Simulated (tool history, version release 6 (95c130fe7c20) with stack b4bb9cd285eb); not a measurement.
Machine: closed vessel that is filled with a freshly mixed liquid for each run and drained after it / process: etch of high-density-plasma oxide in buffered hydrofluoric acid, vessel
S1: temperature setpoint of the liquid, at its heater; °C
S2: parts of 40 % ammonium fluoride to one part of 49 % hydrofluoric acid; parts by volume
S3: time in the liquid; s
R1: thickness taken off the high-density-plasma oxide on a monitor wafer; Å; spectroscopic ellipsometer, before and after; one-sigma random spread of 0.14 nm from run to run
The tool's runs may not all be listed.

run  hour    S1    S2  S3      R1
  1     0    23    16  30  237.85
  2   8.1    23    16  30  238.43
  3   9.2  21.5    16  30  219.26
  4  14.8  21.5    12  30  292.15
  5  17.8  20.5    13  30  254.67
  6  20.6  19.5  13.5  30  227.81
  7    23    19    14  30  214.99

Estimate the outcome of run 8 from the log above:
  8    29  18.5  14.5  30   ?

Run 8 measured R1 200.85 Å.

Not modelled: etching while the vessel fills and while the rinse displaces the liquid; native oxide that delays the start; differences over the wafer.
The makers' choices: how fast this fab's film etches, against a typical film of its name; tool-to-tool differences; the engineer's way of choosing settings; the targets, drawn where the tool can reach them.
